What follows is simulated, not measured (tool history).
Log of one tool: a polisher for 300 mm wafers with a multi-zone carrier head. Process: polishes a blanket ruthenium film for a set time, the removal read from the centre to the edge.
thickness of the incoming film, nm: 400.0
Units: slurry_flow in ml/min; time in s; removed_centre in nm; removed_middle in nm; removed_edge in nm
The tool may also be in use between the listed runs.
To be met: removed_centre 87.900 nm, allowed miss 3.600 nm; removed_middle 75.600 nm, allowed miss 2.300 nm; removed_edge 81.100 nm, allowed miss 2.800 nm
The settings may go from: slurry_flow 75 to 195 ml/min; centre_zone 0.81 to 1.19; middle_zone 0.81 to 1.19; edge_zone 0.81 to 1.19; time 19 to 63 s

| run | hour | slurry_flow | centre_zone | middle_zone | edge_zone | time | removed_centre | removed_middle | removed_edge |
|---|---|---|---|---|---|---|---|---|---|
| 1 | 0.0 | 125 | 1.00 | 1.00 | 1.00 | 41 | 64.298 | 61.747 | 65.489 |
| 2 | 5.6 | 125 | 1.00 | 1.05 | 1.00 | 41 | 63.267 | 64.171 | 65.884 |
| 3 | 14.5 | 135 | 1.03 | 1.05 | 1.03 | 42 | 68.526 | 66.029 | 67.173 |
| 4 | 19.4 | 140 | 1.04 | 1.04 | 1.04 | 44 | 73.333 | 68.740 | 72.272 |
| 5 | 22.1 | 140 | 0.99 | 1.04 | 1.04 | 44 | 68.917 | 69.353 | 70.690 |
| 6 | 28.1 | 140 | 0.99 | 1.04 | 1.09 | 44 | 69.465 | 69.920 | 73.398 |
| 7 | 30.0 | 145 | 1.02 | 1.04 | 1.10 | 45 | 73.893 | 71.310 | 75.314 |
| 8 | 36.8 | 150 | 1.04 | 1.04 | 1.11 | 45 | 74.347 | 71.130 | 74.643 |
|  | 38.6 | worn pad replaced by a new one |
| 9 | 38.6 | 150 | 1.06 | 1.04 | 1.11 | 46 | 88.886 | 80.721 | 85.203 |
| 10 | 41.3 | 150 | 1.06 | 1.04 | 1.11 | 46 | 87.934 | 81.486 | 86.286 |

4 next moves are on the table. One of them brings every result within its allowed miss. Which?
| A | 44.0 | 195 | 1.10 | 1.12 | 1.10 | 42 | ? | ? | ? |
| B | 44.0 | 195 | 1.08 | 0.95 | 1.01 | 43 | ? | ? | ? |
| C | 44.0 | 180 | 1.11 | 1.10 | 1.10 | 43 | ? | ? | ? |
| D | 44.0 | 180 | 1.10 | 1.06 | 1.07 | 43 | ? | ? | ? |

| move | removed_centre | removed_middle | removed_edge |
|---|---|---|---|
| A | 85.411 | 80.878 | 80.298 |
| B | 85.766 | 74.532 | 80.066 |
| C | 87.148 | 80.929 | 81.568 |
| D | 86.339 | 79.007 | 80.847 |
A: nearer than the last run, and not there yet
B: meets every target
C: nearer than the last run, and not there yet
D: nearer than the last run, and not there yet
Move B is the one to make.
